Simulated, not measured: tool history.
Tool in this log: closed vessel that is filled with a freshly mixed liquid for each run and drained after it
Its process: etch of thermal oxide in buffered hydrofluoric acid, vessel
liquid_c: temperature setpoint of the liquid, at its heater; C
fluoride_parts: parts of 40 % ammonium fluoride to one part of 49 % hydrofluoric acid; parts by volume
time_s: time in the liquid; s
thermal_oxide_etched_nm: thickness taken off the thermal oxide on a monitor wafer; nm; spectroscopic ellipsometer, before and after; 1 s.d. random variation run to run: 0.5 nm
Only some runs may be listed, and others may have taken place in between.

run 1 day=0 | liquid_c=24 fluoride_parts=16 time_s=95 | thermal_oxide_etched_nm=62.081
run 2 day=0.346 | liquid_c=24 fluoride_parts=16 time_s=100 | thermal_oxide_etched_nm=65.87
run 3 day=0.7 | liquid_c=23.5 fluoride_parts=16 time_s=100 | thermal_oxide_etched_nm=63.283
run 4 day=0.854 | liquid_c=23 fluoride_parts=16 time_s=100 | thermal_oxide_etched_nm=62.353
run 5 day=0.917 | liquid_c=23 fluoride_parts=16 time_s=100 | thermal_oxide_etched_nm=60.828
run 6 day=1.083 | liquid_c=22.5 fluoride_parts=16 time_s=100 | thermal_oxide_etched_nm=61.064
run 7 day=1.392 | liquid_c=22 fluoride_parts=16 time_s=100 | thermal_oxide_etched_nm=57.313
run 8 day=1.567 | liquid_c=22 fluoride_parts=16 time_s=100 | thermal_oxide_etched_nm=58.684

Estimate the outcome of run 9 from the log above:
run 9 day=1.925 | liquid_c=21.5 fluoride_parts=16 time_s=100 | thermal_oxide_etched_nm=?

thermal_oxide_etched_nm: 57.237 nm
